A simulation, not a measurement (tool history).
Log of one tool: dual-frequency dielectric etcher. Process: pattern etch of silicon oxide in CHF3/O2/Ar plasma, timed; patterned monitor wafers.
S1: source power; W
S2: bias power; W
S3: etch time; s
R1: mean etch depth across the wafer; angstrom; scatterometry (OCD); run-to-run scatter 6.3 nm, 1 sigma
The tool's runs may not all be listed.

| run | hour | S1 | S2 | S3 | R1 |
|---|---|---|---|---|---|
| 1 | 0 | 530 | 211 | 437 | 9177.4 |
| 2 | 1.1 | 530 | 232 | 437 | 9471.3 |
| 3 | 8.5 | 490 | 232 | 437 | 9235.3 |
| 4 | 14.4 | 530 | 236 | 437.5 | 9636.6 |
| 5 | 18.5 | 530 | 198 | 437.5 | 8960.6 |
| 6 | 23.5 | 610 | 198 | 437.5 | 9351.1 |
| 7 | 32.5 | 610 | 198 | 437.5 | 9390.8 |

Predict the results of run 8:
| 8 | 40.3 | 610 | 198 | 437.5 | ? |

R1: 9390.8 angstrom
